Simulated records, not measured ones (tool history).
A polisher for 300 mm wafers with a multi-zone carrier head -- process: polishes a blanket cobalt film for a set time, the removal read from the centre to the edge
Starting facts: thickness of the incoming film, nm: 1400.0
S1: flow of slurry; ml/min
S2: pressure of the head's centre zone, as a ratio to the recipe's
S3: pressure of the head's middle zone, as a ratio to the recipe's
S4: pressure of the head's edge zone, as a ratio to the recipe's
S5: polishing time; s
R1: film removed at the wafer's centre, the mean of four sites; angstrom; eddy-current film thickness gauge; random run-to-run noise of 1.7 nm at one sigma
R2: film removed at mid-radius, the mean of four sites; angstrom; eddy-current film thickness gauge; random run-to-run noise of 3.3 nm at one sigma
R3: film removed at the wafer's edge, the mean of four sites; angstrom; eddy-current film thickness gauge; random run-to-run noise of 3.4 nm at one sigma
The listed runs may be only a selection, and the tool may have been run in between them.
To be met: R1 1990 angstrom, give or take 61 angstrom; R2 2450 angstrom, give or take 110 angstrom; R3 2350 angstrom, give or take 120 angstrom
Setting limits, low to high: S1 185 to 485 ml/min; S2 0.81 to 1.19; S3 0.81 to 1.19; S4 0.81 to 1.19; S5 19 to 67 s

run 1 hour=0 | S1=310 S2=1 S3=1 S4=1 S5=43 | R1=1856.3 R2=1799.3 R3=1851.3
run 2 hour=5.1 | S1=310 S2=0.98 S3=1.03 S4=1.02 S5=44 | R1=1838.9 R2=1955 R3=1925
run 3 hour=5.7 | S1=310 S2=0.98 S3=1.03 S4=1.02 S5=54 | R1=2288.6 R2=2365.4 R3=2327.7
run 4 hour=9.2 | S1=305 S2=0.96 S3=1.03 S4=1.02 S5=54 | R1=2190.9 R2=2356.6 R3=2343.5
run 5 hour=11 | S1=300 S2=0.95 S3=1.04 S4=1.02 S5=54 | R1=2200.3 R2=2422.5 R3=2292.7
run 6 hour=19 | S1=260 S2=0.95 S3=1.04 S4=1.02 S5=54 | R1=2178 R2=2371.3 R3=2344.1
run 7 hour=22.4 | S1=260 S2=0.94 S3=1.04 S4=1.02 S5=54 | R1=2150.2 R2=2368 R3=2346.4
run 8 hour=25.9 | S1=260 S2=0.93 S3=1.04 S4=1.02 S5=54 | R1=2137.7 R2=2349.8 R3=2289.1
run 9 hour=33.2 | S1=260 S2=0.92 S3=1.05 S4=1.04 S5=54 | R1=2091.5 R2=2375.9 R3=2303.4
run 10 hour=39.1 | S1=255 S2=0.91 S3=1.05 S4=1.05 S5=54 | R1=2091.3 R2=2373.1 R3=2349.9
run 11 hour=46.6 | S1=255 S2=0.9 S3=1.06 S4=1.05 S5=54 | R1=2052.7 R2=2365.2 R3=2319.7

Which of these 5 next moves meets every target?
run A hour=54.1 | S1=185 S2=0.81 S3=0.91 S4=1.19 S5=60 | R1=? R2=? R3=?
run B hour=54.1 | S1=210 S2=0.81 S3=1.03 S4=1.09 S5=54 | R1=? R2=? R3=?
run C hour=54.1 | S1=320 S2=0.98 S3=1.16 S4=1 S5=50 | R1=? R2=? R3=?
run D hour=54.1 | S1=240 S2=0.85 S3=1.07 S4=1.03 S5=55 | R1=? R2=? R3=?
run E hour=54.1 | S1=265 S2=0.91 S3=1.08 S4=1.02 S5=56 | R1=? R2=? R3=?

move=A R1=2003.9 R2=2227.4 R3=2716
move=B R1=1838.4 R2=2261.6 R3=2364
move=C R1=2137 R2=2420.3 R3=2167
move=D R1=1993.1 R2=2416.5 R3=2368.9
move=E R1=2188.3 R2=2505.5 R3=2419.6
A: corrects the largest miss of the last run, while another result sits out of spec
B: takes the result that was furthest off past its target
C: further off than the last run
D: meets every target
E: further off than the last run
D meets every target.
